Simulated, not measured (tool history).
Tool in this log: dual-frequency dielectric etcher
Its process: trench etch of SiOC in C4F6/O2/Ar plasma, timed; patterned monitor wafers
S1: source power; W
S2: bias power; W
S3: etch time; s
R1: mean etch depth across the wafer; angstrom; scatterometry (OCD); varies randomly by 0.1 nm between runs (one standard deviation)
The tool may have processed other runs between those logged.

run,day,S1,S2,S3,R1
1,0,490,200,17,406.11
2,0.308,470,199,17,399.16
3,0.462,470,199,18,422.1
4,0.788,450,198,18,412.9
5,0.829,450,221,18,434.2
6,1.196,450,256,18,458.6
7,1.35,430,248,18,443.52

Predict the results of run 8:
8,1.392,330,208,18,?

R1: 377.25 angstrom

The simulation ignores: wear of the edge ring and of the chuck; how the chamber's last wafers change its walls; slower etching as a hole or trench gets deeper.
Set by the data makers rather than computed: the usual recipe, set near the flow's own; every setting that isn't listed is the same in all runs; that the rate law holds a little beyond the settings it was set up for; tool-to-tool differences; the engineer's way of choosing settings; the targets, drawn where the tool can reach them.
